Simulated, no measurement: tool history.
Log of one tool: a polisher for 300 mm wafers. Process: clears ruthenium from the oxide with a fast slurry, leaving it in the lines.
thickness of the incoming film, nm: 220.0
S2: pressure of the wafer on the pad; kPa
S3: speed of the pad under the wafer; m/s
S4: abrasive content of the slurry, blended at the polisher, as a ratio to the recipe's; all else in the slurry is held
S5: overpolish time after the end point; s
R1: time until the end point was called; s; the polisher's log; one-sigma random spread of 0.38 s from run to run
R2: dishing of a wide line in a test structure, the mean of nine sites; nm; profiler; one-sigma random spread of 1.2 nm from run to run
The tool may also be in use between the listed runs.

run 1 hour=0.0 | flow_of_slurry_(ml/min)=130 S2=23.4 S3=0.88 S4=1.00 S5=12 | R1=57.355 R2=35.862
run 2 hour=6.6 | flow_of_slurry_(ml/min)=135 S2=26.9 S3=0.88 S4=1.00 S5=12 | R1=49.446 R2=41.938
run 3 hour=10.9 | flow_of_slurry_(ml/min)=135 S2=26.9 S3=0.88 S4=1.15 S5=12 | R1=46.486 R2=44.604
run 4 hour=19.1 | flow_of_slurry_(ml/min)=135 S2=26.9 S3=0.88 S4=0.95 S5=12 | R1=52.242 R2=40.958
run 5 hour=21.6 | flow_of_slurry_(ml/min)=140 S2=29.6 S3=0.90 S4=0.95 S5=11 | R1=44.948 R2=41.140
run 6 hour=29.4 | flow_of_slurry_(ml/min)=145 S2=31.7 S3=0.92 S4=0.95 S5=11 | R1=41.966 R2=43.941

Run 7 comes next. What will it give?
run 7 hour=36.8 | flow_of_slurry_(ml/min)=145 S2=31.7 S3=0.92 S4=0.95 S5=11 | R1=? R2=?

R1: 41.830 s
R2: 43.329 nm
